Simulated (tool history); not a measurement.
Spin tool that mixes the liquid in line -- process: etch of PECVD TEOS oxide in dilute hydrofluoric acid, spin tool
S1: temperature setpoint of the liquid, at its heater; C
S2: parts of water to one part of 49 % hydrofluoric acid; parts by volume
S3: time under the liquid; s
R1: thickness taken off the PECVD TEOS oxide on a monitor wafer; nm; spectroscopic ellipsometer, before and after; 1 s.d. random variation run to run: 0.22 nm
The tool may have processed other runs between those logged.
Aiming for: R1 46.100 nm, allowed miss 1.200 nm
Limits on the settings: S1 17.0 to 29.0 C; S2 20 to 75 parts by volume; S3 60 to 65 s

| run | day | S1 | S2 | S3 | R1 |
|---|---|---|---|---|---|
| 1 | 0.000 | 21.0 | 45 | 60 | 30.063 |
| 2 | 0.212 | 24.0 | 45 | 60 | 34.164 |
| 3 | 0.467 | 25.0 | 45 | 60 | 35.242 |
| 4 | 0.662 | 25.5 | 45 | 60 | 35.825 |
| 5 | 1.008 | 25.5 | 45 | 65 | 39.018 |
| 6 | 1.167 | 25.5 | 45 | 65 | 39.362 |
| 7 | 1.500 | 26.0 | 45 | 65 | 39.860 |
| 8 | 1.838 | 26.5 | 45 | 65 | 40.739 |
| 9 | 2.158 | 27.0 | 45 | 65 | 41.565 |
| 10 | 2.433 | 27.5 | 45 | 65 | 42.877 |
| 11 | 2.475 | 28.0 | 45 | 65 | 43.252 |
| 12 | 2.808 | 28.5 | 45 | 65 | 44.250 |

Next run, 4 choices. One meets every target within its allowed miss, the rest don't. Which?
| A | 3.142 | 23.5 | 35 | 60 | ? |
| B | 3.142 | 28.5 | 40 | 60 | ? |
| C | 3.142 | 26.5 | 40 | 60 | ? |
| D | 3.142 | 28.0 | 45 | 65 | ? |

| move | R1 |
|---|---|
| A | 43.267 |
| B | 46.133 |
| C | 42.553 |
| D | 43.221 |
A: lands further from the targets than the last run did
B: each result inside its tolerance
C: lands further from the targets than the last run did
D: lands further from the targets than the last run did
So the answer is move B, the one that meets all the targets.
